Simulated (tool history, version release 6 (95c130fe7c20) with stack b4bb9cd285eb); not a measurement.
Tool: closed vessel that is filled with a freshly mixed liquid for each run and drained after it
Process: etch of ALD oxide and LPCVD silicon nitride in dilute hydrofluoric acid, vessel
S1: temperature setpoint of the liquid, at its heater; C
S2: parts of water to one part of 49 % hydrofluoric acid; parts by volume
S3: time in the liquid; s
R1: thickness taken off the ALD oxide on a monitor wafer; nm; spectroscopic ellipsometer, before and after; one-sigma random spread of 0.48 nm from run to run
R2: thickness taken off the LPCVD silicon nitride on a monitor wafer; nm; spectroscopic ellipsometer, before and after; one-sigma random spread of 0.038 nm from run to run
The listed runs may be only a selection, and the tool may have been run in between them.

run,day,S1,S2,S3,R1,R2
1,0.000,25.0,265,545,41.380,1.3692
2,0.338,25.0,170,545,71.546,2.0501
3,0.733,25.0,165,540,73.568,2.0708
4,0.838,23.5,165,540,68.920,1.9675
5,1.071,23.5,165,425,54.583,1.5196
6,1.258,23.5,220,425,38.991,1.1472
7,1.488,25.0,200,415,44.808,1.3891
8,1.608,25.0,180,410,50.641,1.4622
9,1.762,26.0,165,400,56.963,1.7139
10,1.838,26.0,150,395,62.744,1.8464
# day 1.950: hydrofluoric acid flow meter replaced
11,1.950,26.0,140,390,63.202,1.8615
12,2.000,26.0,130,385,68.124,1.9266

Estimate the outcome of run 13 from the log above:
13,2.317,26.0,125,380,?,?

{"run 13": {"R1": 69.928, "R2": 1.9125}}

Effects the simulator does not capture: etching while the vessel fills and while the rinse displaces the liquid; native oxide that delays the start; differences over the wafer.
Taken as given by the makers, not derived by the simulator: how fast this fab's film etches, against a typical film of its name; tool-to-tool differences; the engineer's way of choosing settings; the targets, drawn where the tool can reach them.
